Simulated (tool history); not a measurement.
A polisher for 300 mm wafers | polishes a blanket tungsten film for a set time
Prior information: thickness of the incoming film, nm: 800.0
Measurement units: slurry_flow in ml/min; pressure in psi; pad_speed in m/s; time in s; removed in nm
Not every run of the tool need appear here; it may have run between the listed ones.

{"run": 1, "hour": 0.0, "slurry_flow": 225, "pressure": 3.3, "pad_speed": 1.04, "slurry_solids": 1.0, "time": 61, "removed": 273.83}
{"run": 2, "hour": 2.6, "slurry_flow": 200, "pressure": 3.3, "pad_speed": 1.04, "slurry_solids": 1.0, "time": 61, "removed": 273.46}
{"run": 3, "hour": 8.2, "slurry_flow": 200, "pressure": 3.6, "pad_speed": 1.04, "slurry_solids": 1.0, "time": 61, "removed": 306.64}
{"run": 4, "hour": 9.0, "slurry_flow": 200, "pressure": 3.1, "pad_speed": 1.04, "slurry_solids": 1.0, "time": 61, "removed": 264.41}
{"run": 5, "hour": 12.4, "slurry_flow": 200, "pressure": 3.1, "pad_speed": 1.04, "slurry_solids": 0.8, "time": 61, "removed": 245.72}
{"run": 6, "hour": 20.8, "slurry_flow": 200, "pressure": 3.5, "pad_speed": 1.04, "slurry_solids": 0.8, "time": 61, "removed": 273.98}

The next listed run, before its measurement:
{"run": 7, "hour": 27.9, "slurry_flow": 200, "pressure": 3.8, "pad_speed": 1.04, "slurry_solids": 0.8, "time": 61, "removed": "?"}

{"run 7": {"removed": 300.2}}

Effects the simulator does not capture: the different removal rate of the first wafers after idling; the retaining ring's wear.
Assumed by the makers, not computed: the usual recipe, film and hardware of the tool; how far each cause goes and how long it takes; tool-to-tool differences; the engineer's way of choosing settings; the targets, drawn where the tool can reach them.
